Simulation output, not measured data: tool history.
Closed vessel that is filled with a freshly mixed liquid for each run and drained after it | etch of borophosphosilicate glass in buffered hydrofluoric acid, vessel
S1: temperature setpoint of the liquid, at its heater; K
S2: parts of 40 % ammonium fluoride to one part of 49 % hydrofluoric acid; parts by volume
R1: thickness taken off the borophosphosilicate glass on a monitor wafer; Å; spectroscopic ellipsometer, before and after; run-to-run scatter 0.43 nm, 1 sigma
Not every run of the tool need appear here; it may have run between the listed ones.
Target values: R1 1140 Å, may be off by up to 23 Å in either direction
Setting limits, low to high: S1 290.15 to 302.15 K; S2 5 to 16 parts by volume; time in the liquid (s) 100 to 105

run 1 hour=0 | S1=294.15 S2=9.5 time_in_the_liquid_(s)=100 | R1=1432.2
run 2 hour=5.6 | S1=294.15 S2=7.5 time_in_the_liquid_(s)=100 | R1=1805.3
run 3 hour=9.3 | S1=293.15 S2=8 time_in_the_liquid_(s)=100 | R1=1591.8
run 4 hour=16.8 | S1=293.15 S2=8 time_in_the_liquid_(s)=105 | R1=1678.2
run 5 hour=20.9 | S1=293.15 S2=9 time_in_the_liquid_(s)=105 | R1=1471.5
run 6 hour=23.6 | S1=293.15 S2=7.5 time_in_the_liquid_(s)=105 | R1=1792.4
run 7 hour=24.7 | S1=292.15 S2=8 time_in_the_liquid_(s)=105 | R1=1585.8
run 8 hour=25.7 | S1=291.65 S2=8.5 time_in_the_liquid_(s)=105 | R1=1439.9
run 9 hour=27.5 | S1=291.15 S2=9 time_in_the_liquid_(s)=105 | R1=1303.2
run 10 hour=34.6 | S1=290.65 S2=9 time_in_the_liquid_(s)=105 | R1=1284.7
run 11 hour=37.7 | S1=290.15 S2=9.5 time_in_the_liquid_(s)=105 | R1=1203.1

Next run, 4 choices. One meets every target within its allowed miss, the rest don't. Which?
run A hour=40.8 | S1=290.65 S2=9 time_in_the_liquid_(s)=100 | R1=?
run B hour=40.8 | S1=290.15 S2=9.5 time_in_the_liquid_(s)=100 | R1=?
run C hour=40.8 | S1=290.15 S2=9 time_in_the_liquid_(s)=100 | R1=?
run D hour=40.8 | S1=290.65 S2=10.5 time_in_the_liquid_(s)=100 | R1=?

move=A R1=1211.6
move=B R1=1138
move=C R1=1178.1
move=D R1=1079.5
A: moves away from the targets compared with the last run
B: in spec on every target
C: gains on the last run, yet a result remains outside its allowed miss
D: pushes the last run's worst result past its target
The move that meets every target is B.

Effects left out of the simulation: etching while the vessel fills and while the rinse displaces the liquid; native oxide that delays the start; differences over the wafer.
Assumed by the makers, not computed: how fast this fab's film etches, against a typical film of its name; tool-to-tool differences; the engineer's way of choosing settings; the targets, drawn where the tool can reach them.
